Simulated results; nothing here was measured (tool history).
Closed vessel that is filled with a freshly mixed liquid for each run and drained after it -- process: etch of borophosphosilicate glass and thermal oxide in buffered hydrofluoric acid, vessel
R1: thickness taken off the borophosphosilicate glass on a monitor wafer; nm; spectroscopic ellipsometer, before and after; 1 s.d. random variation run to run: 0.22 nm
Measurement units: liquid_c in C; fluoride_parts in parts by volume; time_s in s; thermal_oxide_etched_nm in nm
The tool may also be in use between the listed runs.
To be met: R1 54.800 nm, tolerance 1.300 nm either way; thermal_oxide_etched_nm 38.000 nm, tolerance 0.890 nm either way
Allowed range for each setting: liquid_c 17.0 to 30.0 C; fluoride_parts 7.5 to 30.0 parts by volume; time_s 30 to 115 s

Run 1, hour 0.0: liquid_c 22.0 C, fluoride_parts 20.5 parts by volume, time_s 60 s. Result: R1 45.041 nm, thermal_oxide_etched_nm 31.031 nm.
Run 2, hour 1.7: liquid_c 25.0 C, fluoride_parts 20.5 parts by volume, time_s 60 s. Result: R1 52.364 nm, thermal_oxide_etched_nm 36.648 nm.
Run 3, hour 4.4: liquid_c 28.0 C, fluoride_parts 20.5 parts by volume, time_s 60 s. Result: R1 61.555 nm, thermal_oxide_etched_nm 43.003 nm.
Run 4, hour 10.5: liquid_c 28.0 C, fluoride_parts 20.5 parts by volume, time_s 75 s. Result: R1 77.493 nm, thermal_oxide_etched_nm 54.016 nm.
Run 5, hour 13.9: liquid_c 26.5 C, fluoride_parts 20.5 parts by volume, time_s 75 s. Result: R1 71.502 nm, thermal_oxide_etched_nm 50.178 nm.
Run 6, hour 17.8: liquid_c 24.0 C, fluoride_parts 20.5 parts by volume, time_s 75 s. Result: R1 62.316 nm, thermal_oxide_etched_nm 43.109 nm.
Run 7, hour 22.0: liquid_c 24.0 C, fluoride_parts 20.5 parts by volume, time_s 75 s. Result: R1 62.082 nm, thermal_oxide_etched_nm 43.697 nm.
Run 8, hour 30.5: liquid_c 23.5 C, fluoride_parts 20.5 parts by volume, time_s 75 s. Result: R1 61.062 nm, thermal_oxide_etched_nm 42.508 nm.
Run 9, hour 32.3: liquid_c 23.5 C, fluoride_parts 20.5 parts by volume, time_s 75 s. Result: R1 60.784 nm, thermal_oxide_etched_nm 41.855 nm.
Run 10, hour 35.0: liquid_c 23.0 C, fluoride_parts 20.5 parts by volume, time_s 75 s. Result: R1 59.331 nm, thermal_oxide_etched_nm 41.277 nm.
Run 11, hour 37.8: liquid_c 22.5 C, fluoride_parts 20.5 parts by volume, time_s 75 s. Result: R1 57.352 nm, thermal_oxide_etched_nm 40.382 nm.

4 next moves are on the table. One of them brings every result within its allowed miss. Which?
Run A, hour 40.6: liquid_c 17.5 C, fluoride_parts 20.0 parts by volume, time_s 100 s. Result: R1 ?, thermal_oxide_etched_nm ?.
Run B, hour 40.6: liquid_c 30.0 C, fluoride_parts 22.0 parts by volume, time_s 50 s. Result: R1 ?, thermal_oxide_etched_nm ?.
Run C, hour 40.6: liquid_c 28.5 C, fluoride_parts 18.0 parts by volume, time_s 50 s. Result: R1 ?, thermal_oxide_etched_nm ?.
Run D, hour 40.6: liquid_c 24.5 C, fluoride_parts 22.5 parts by volume, time_s 75 s. Result: R1 ?, thermal_oxide_etched_nm ?.

move      R1  thermal_oxide_etched_nm
   A  59.119                   40.967
   B  54.600                   38.101
   C  59.770                   41.659
   D  60.161                   41.877
A: its largest miss is bigger than the last run's
B: all results land within tolerance of their targets
C: its largest miss is bigger than the last run's
D: its largest miss is bigger than the last run's
Go with B: it meets all targets.
